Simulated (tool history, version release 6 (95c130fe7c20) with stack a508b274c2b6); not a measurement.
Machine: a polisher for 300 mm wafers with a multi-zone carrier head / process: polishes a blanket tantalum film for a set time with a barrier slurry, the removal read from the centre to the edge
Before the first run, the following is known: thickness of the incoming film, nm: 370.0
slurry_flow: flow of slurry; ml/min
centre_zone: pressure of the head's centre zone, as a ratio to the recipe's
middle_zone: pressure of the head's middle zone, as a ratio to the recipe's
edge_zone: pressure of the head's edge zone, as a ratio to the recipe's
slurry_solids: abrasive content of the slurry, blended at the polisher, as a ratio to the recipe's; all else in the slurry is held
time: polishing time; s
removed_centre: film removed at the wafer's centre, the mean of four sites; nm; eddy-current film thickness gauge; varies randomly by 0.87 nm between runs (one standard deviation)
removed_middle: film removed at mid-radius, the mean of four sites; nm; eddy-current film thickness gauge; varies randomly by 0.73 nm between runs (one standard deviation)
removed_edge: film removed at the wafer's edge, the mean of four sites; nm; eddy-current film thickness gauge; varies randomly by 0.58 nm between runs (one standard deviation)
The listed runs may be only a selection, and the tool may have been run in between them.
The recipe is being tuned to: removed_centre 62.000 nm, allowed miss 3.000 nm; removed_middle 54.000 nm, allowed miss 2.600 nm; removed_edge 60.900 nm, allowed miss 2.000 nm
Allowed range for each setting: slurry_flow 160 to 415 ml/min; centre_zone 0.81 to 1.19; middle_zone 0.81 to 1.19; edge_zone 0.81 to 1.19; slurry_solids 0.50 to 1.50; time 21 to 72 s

run,day,slurry_flow,centre_zone,middle_zone,edge_zone,slurry_solids,time,removed_centre,removed_middle,removed_edge
1,0.000,265,1.00,1.00,1.00,1.00,46,67.828,66.497,68.415
2,0.046,265,0.97,1.00,1.00,1.00,46,66.136,66.922,69.536
3,0.383,265,1.01,1.00,1.00,1.00,46,68.444,65.680,69.055
4,0.758,265,1.01,1.00,1.00,1.00,38,55.388,53.897,57.389
5,0.975,270,1.03,0.99,1.01,1.00,38,56.828,55.899,57.882
6,0.996,260,1.05,0.96,1.02,1.05,38,60.310,53.143,58.781
7,1.271,260,1.05,0.96,1.03,1.05,38,60.094,52.702,58.255
8,1.479,265,1.05,0.96,1.04,1.05,38,59.249,53.285,58.112

Pick the move, out of 4, that brings all results within their allowed miss; only one does.
A,1.688,305,1.09,0.97,1.06,0.85,38,?,?,?
B,1.688,175,0.98,0.87,1.03,1.05,40,?,?,?
C,1.688,290,0.95,0.98,1.02,1.05,40,?,?,?
D,1.688,350,1.02,0.89,0.97,1.05,40,?,?,?

move,removed_centre,removed_middle,removed_edge
A,57.992,50.917,56.620
B,53.939,48.441,59.173
C,56.179,56.974,61.622
D,61.313,53.450,60.971
A: further off than the last run
B: brings the last run's worst result on target, with another outside its allowed miss
C: brings the last run's worst result on target, with another outside its allowed miss
D: every result lands within tolerance
Move D is the one to make.
